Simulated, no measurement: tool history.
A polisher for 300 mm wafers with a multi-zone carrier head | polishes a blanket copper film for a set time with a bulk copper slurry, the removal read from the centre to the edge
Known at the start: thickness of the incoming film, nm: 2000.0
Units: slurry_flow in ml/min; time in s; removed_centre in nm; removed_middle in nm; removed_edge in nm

| run | hour | slurry_flow | centre_zone | middle_zone | edge_zone | slurry_solids | time | removed_centre | removed_middle | removed_edge |
|---|---|---|---|---|---|---|---|---|---|---|
| 1 | 0.0 | 285 | 1.00 | 1.00 | 1.00 | 1.00 | 86 | 493.47 | 486.30 | 468.97 |
| 2 | 3.2 | 285 | 0.96 | 1.00 | 1.00 | 1.00 | 86 | 462.30 | 490.70 | 465.52 |
| 3 | 9.5 | 275 | 0.92 | 0.97 | 0.97 | 0.95 | 86 | 454.49 | 459.65 | 450.39 |
| 4 | 15.5 | 340 | 0.92 | 0.97 | 0.97 | 0.95 | 86 | 447.88 | 478.48 | 460.97 |
| 5 | 19.9 | 340 | 0.92 | 0.92 | 0.97 | 0.95 | 86 | 456.71 | 452.92 | 456.99 |
| 6 | 25.2 | 340 | 0.92 | 0.86 | 0.97 | 0.95 | 86 | 453.87 | 434.53 | 461.44 |
| 7 | 26.5 | 355 | 0.89 | 0.90 | 0.98 | 0.85 | 84 | 407.35 | 425.20 | 432.80 |
| 8 | 33.2 | 355 | 0.87 | 0.91 | 0.98 | 0.80 | 84 | 400.41 | 419.60 | 428.26 |
| 9 | 35.5 | 365 | 0.85 | 0.93 | 0.99 | 0.75 | 84 | 372.31 | 415.35 | 422.37 |

Forecast run 10:
| 10 | 44.2 | 365 | 0.84 | 0.94 | 0.98 | 0.70 | 84 | ? | ? | ? |

removed_centre: 372.73 nm
removed_middle: 414.69 nm
removed_edge: 407.10 nm
